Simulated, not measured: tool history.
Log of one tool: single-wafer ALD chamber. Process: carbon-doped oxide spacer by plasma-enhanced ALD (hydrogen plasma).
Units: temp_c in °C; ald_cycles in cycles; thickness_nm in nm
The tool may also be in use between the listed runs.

Run 1, hour 0.0: temp_c 420 °C, ald_cycles 362 cycles. Result: thickness_nm 16.662 nm.
Run 2, hour 5.1: temp_c 409 °C, ald_cycles 362 cycles. Result: thickness_nm 17.218 nm.
Run 3, hour 13.0: temp_c 401 °C, ald_cycles 362 cycles. Result: thickness_nm 17.748 nm.
Run 4, hour 17.8: temp_c 401 °C, ald_cycles 339 cycles. Result: thickness_nm 16.355 nm.
Run 5, hour 19.5: temp_c 400 °C, ald_cycles 343 cycles. Result: thickness_nm 16.610 nm.
Run 6, hour 28.4: temp_c 400 °C, ald_cycles 347 cycles. Result: thickness_nm 16.894 nm.
Run 7, hour 35.5: temp_c 400 °C, ald_cycles 350 cycles. Result: thickness_nm 16.916 nm.

Run 8 comes next. What will it give?
Run 8, hour 42.6: temp_c 400 °C, ald_cycles 353 cycles. Result: thickness_nm ?.

{"run 8": {"thickness_nm": 17.142}}
